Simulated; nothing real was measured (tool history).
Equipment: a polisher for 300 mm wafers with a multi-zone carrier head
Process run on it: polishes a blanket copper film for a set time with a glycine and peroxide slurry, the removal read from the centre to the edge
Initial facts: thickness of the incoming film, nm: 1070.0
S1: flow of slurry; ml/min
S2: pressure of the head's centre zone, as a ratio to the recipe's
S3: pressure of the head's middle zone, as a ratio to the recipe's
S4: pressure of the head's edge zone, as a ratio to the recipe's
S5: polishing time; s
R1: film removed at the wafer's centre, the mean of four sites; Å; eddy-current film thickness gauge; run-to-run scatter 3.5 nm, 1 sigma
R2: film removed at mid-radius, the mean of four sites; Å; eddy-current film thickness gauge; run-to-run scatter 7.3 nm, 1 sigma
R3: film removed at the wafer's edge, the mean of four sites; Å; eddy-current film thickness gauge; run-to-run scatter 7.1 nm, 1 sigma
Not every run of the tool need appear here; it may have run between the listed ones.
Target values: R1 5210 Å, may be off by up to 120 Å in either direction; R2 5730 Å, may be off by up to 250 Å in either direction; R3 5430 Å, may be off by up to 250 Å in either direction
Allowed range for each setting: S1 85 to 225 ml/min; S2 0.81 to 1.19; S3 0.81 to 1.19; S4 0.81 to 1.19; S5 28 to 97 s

run 1 hour=0 | S1=145 S2=1 S3=1 S4=1 S5=62 | R1=3868.4 R2=3872.6 R3=3887.6
run 2 hour=1.9 | S1=145 S2=1.06 S3=1 S4=1 S5=62 | R1=4136.3 R2=3940 R3=3846.4
run 3 hour=10.9 | S1=150 S2=1.06 S3=1.01 S4=1.02 S5=63 | R1=4205.4 R2=4077.1 R3=4012
run 4 hour=12.6 | S1=155 S2=1.06 S3=1.02 S4=1.04 S5=64 | R1=4332.9 R2=4056.8 R3=3963
run 5 hour=18.5 | S1=150 S2=1.05 S3=1.02 S4=1.03 S5=66 | R1=4357.7 R2=4183.5 R3=4103.9
run 6 hour=27.1 | S1=150 S2=1.05 S3=1.02 S4=1.03 S5=53 | R1=3530 R2=3407.4 R3=3306.7
run 7 hour=29.3 | S1=180 S2=1.01 S3=1.12 S4=1.13 S5=71 | R1=4799.5 R2=5219.5 R3=4862.7
run 8 hour=35 | S1=180 S2=1.01 S3=1.12 S4=1.13 S5=71 | R1=4760.9 R2=5259.1 R3=4806.9
run 9 hour=41.7 | S1=180 S2=1.01 S3=1.12 S4=1.14 S5=71 | R1=4774.8 R2=5203.9 R3=4928.7
run 10 hour=49 | S1=185 S2=1.01 S3=1.12 S4=1.15 S5=71 | R1=4854.5 R2=5129.8 R3=4970.4
run 11 hour=51.9 | S1=190 S2=1.01 S3=1.13 S4=1.15 S5=71 | R1=4802.9 R2=5414.7 R3=4927.5
run 12 hour=52.9 | S1=195 S2=1.01 S3=1.12 S4=1.17 S5=73 | R1=5092 R2=5572.7 R3=5156
run 13 hour=56.1 | S1=195 S2=1.01 S3=1.12 S4=1.17 S5=73 | R1=5009.4 R2=5435 R3=5124.7

Pick the move, out of 4, that brings all results within their allowed miss; only one does.
run A hour=59.3 | S1=205 S2=1.08 S3=1.17 S4=1.13 S5=66 | R1=? R2=? R3=?
run B hour=59.3 | S1=215 S2=1.02 S3=1.09 S4=1.12 S5=68 | R1=? R2=? R3=?
run C hour=59.3 | S1=135 S2=0.95 S3=0.97 S4=1.19 S5=85 | R1=? R2=? R3=?
run D hour=59.3 | S1=195 S2=0.99 S3=1.12 S4=1.16 S5=77 | R1=? R2=? R3=?

move=A R1=4899.2 R2=5185.3 R3=4483.8
move=B R1=4814 R2=5076.6 R3=4635.5
move=C R1=4887.7 R2=5108.4 R3=5514.1
move=D R1=5172.1 R2=5767.7 R3=5265.9
A: its largest miss is bigger than the last run's
B: its largest miss is bigger than the last run's
C: its largest miss is bigger than the last run's
D: all results land within tolerance of their targets
Go with D: it meets all targets.
